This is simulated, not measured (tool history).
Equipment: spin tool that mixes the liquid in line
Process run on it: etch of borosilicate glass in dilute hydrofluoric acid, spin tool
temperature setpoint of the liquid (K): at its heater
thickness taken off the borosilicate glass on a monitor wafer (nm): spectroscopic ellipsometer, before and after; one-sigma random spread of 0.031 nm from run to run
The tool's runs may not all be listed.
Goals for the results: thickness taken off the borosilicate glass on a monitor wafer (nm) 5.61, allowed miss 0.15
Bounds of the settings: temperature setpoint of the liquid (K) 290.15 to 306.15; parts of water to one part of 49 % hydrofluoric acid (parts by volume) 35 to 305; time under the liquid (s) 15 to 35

run	hour	temperature setpoint of the liquid (K)	parts of water to one part of 49 % hydrofluoric acid (parts by volume)	time under the liquid (s)	thickness taken off the borosilicate glass on a monitor wafer (nm)
1	0	298.15	170	35	10.089
2	6.5	296.15	185	35	8.442
3	8.4	296.15	185	35	8.4713
4	17.2	294.65	195	35	7.535
5	23.5	293.65	200	35	7.0142
6	24.8	292.65	205	35	6.5798
7	30.8	292.15	210	35	6.3
8	34.1	291.65	215	35	5.9831
9	35	291.15	215	35	5.8589

Which one of the following 4 next-run settings gets every result inside its allowed miss? There is exactly one.
A	35.9	290.15	205	35	?
B	35.9	290.15	225	35	?
C	35.9	291.65	225	35	?
D	35.9	292.15	210	35	?

move	thickness taken off the borosilicate glass on a monitor wafer (nm)
A	5.9682
B	5.3358
C	5.6499
D	6.2608
A: further off than the last run
B: the result that was furthest off in the last run now lies on the other side of its target
C: every result lands within tolerance
D: further off than the last run
The right move is C.

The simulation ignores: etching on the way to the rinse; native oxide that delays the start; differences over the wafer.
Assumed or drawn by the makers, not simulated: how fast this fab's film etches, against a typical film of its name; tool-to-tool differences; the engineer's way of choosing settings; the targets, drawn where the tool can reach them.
